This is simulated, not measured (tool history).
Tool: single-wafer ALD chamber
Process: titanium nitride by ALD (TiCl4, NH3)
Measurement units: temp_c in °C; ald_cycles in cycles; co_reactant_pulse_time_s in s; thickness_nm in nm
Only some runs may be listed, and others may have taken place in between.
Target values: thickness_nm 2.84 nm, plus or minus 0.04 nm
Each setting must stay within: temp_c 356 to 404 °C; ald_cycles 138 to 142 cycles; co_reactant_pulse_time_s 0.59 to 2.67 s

{"run": 1, "hour": 0.0, "temp_c": 380, "ald_cycles": 138, "co_reactant_pulse_time_s": 1.63, "thickness_nm": 3.0807}
{"run": 2, "hour": 6.4, "temp_c": 387, "ald_cycles": 138, "co_reactant_pulse_time_s": 1.63, "thickness_nm": 3.1458}
{"run": 3, "hour": 15.3, "temp_c": 387, "ald_cycles": 138, "co_reactant_pulse_time_s": 1.93, "thickness_nm": 3.1724}
{"run": 4, "hour": 19.2, "temp_c": 387, "ald_cycles": 138, "co_reactant_pulse_time_s": 1.93, "thickness_nm": 3.1616}
{"run": 5, "hour": 23.3, "temp_c": 379, "ald_cycles": 138, "co_reactant_pulse_time_s": 1.61, "thickness_nm": 3.0832}
{"run": 6, "hour": 25.2, "temp_c": 373, "ald_cycles": 138, "co_reactant_pulse_time_s": 1.37, "thickness_nm": 3.0285}
{"run": 7, "hour": 28.3, "temp_c": 361, "ald_cycles": 138, "co_reactant_pulse_time_s": 0.85, "thickness_nm": 2.7254}
{"run": 8, "hour": 35.5, "temp_c": 363, "ald_cycles": 138, "co_reactant_pulse_time_s": 0.85, "thickness_nm": 2.7521}
{"run": 9, "hour": 42.6, "temp_c": 365, "ald_cycles": 138, "co_reactant_pulse_time_s": 0.85, "thickness_nm": 2.763}
{"run": 10, "hour": 50.0, "temp_c": 366, "ald_cycles": 138, "co_reactant_pulse_time_s": 0.85, "thickness_nm": 2.7549}
{"run": 11, "hour": 51.3, "temp_c": 367, "ald_cycles": 139, "co_reactant_pulse_time_s": 0.85, "thickness_nm": 2.799}

Of the 5 settings listed for the next run, only one would bring every result within its allowed miss of target. Which one?
{"run": "A", "hour": 52.6, "temp_c": 365, "ald_cycles": 139, "co_reactant_pulse_time_s": 0.85, "thickness_nm": "?"}
{"run": "B", "hour": 52.6, "temp_c": 368, "ald_cycles": 138, "co_reactant_pulse_time_s": 0.77, "thickness_nm": "?"}
{"run": "C", "hour": 52.6, "temp_c": 372, "ald_cycles": 142, "co_reactant_pulse_time_s": 0.67, "thickness_nm": "?"}
{"run": "D", "hour": 52.6, "temp_c": 366, "ald_cycles": 142, "co_reactant_pulse_time_s": 0.82, "thickness_nm": "?"}
{"run": "E", "hour": 52.6, "temp_c": 357, "ald_cycles": 142, "co_reactant_pulse_time_s": 0.83, "thickness_nm": "?"}

move=A thickness_nm=2.7679
move=B thickness_nm=2.7159
move=C thickness_nm=2.7359
move=D thickness_nm=2.8153
move=E thickness_nm=2.7322
A: moves away from the targets compared with the last run
B: moves away from the targets compared with the last run
C: moves away from the targets compared with the last run
D: every result within its allowed miss
E: moves away from the targets compared with the last run
Correct choice: D, which meets every target

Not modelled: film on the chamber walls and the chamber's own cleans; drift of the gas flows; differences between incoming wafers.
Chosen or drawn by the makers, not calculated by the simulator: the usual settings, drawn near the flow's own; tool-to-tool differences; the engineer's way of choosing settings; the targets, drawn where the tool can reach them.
